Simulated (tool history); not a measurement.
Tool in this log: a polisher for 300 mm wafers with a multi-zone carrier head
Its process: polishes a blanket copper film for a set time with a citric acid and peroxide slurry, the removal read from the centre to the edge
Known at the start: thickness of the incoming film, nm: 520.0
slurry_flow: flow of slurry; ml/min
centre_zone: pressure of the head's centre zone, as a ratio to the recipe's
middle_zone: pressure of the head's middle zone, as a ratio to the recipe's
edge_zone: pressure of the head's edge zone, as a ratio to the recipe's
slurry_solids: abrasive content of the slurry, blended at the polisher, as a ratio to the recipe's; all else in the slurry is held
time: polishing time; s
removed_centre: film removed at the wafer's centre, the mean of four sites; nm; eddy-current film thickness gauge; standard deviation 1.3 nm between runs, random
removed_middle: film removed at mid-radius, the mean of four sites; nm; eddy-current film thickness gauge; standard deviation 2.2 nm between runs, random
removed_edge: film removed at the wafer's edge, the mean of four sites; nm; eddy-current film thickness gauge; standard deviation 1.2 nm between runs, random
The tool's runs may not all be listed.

run 1 hour=0.0 | slurry_flow=245 centre_zone=1.00 middle_zone=1.00 edge_zone=1.00 slurry_solids=1.00 time=57 | removed_centre=153.23 removed_middle=160.63 removed_edge=155.96
run 2 hour=5.8 | slurry_flow=255 centre_zone=1.01 middle_zone=1.01 edge_zone=1.03 slurry_solids=1.10 time=57 | removed_centre=159.80 removed_middle=161.35 removed_edge=160.50
run 3 hour=6.3 | slurry_flow=255 centre_zone=1.00 middle_zone=1.03 edge_zone=1.05 slurry_solids=1.20 time=58 | removed_centre=163.97 removed_middle=172.78 removed_edge=166.82
run 4 hour=7.5 | slurry_flow=255 centre_zone=1.00 middle_zone=1.03 edge_zone=1.05 slurry_solids=1.35 time=58 | removed_centre=166.55 removed_middle=172.49 removed_edge=169.92
run 5 hour=14.5 | slurry_flow=255 centre_zone=1.00 middle_zone=1.11 edge_zone=1.05 slurry_solids=1.35 time=58 | removed_centre=165.81 removed_middle=182.16 removed_edge=170.34
run 6 hour=20.7 | slurry_flow=265 centre_zone=1.00 middle_zone=1.10 edge_zone=1.08 slurry_solids=1.40 time=58 | removed_centre=167.60 removed_middle=180.53 removed_edge=176.12

Predict the results of run 7:
run 7 hour=25.4 | slurry_flow=265 centre_zone=1.00 middle_zone=1.10 edge_zone=1.08 slurry_solids=1.40 time=58 | removed_centre=? removed_middle=? removed_edge=?

Run 7 yielded removed_centre 165.75 nm, removed_middle 181.95 nm, removed_edge 175.02 nm.
